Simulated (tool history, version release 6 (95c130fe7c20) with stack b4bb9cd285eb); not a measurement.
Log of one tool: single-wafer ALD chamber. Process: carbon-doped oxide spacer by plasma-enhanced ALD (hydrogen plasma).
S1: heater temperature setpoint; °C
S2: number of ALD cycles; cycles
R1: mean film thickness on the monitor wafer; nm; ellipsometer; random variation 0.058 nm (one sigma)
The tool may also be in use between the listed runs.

| run | day | S1 | S2 | R1 |
|---|---|---|---|---|
| 1 | 0 | 420 | 322 | 15.08 |
| 2 | 0.058 | 422 | 313 | 14.663 |
| 3 | 0.129 | 423 | 304 | 14.136 |
| 4 | 0.333 | 423 | 273 | 12.687 |
| 5 | 0.567 | 423 | 237 | 11.05 |
| 6 | 0.771 | 429 | 237 | 10.741 |
| 7 | 1.067 | 427 | 239 | 10.909 |
| 8 | 1.296 | 425 | 241 | 11.126 |
| 9 | 1.346 | 423 | 242 | 11.185 |
| 10 | 1.458 | 422 | 244 | 11.349 |
| 11 | 1.533 | 421 | 245 | 11.464 |
| 12 | 1.779 | 420 | 246 | 11.54 |
| 13 | 2.112 | 419 | 247 | 11.628 |

Forecast run 14:
| 14 | 2.388 | 418 | 248 | ? |

{"run 14": {"R1": 11.722}}
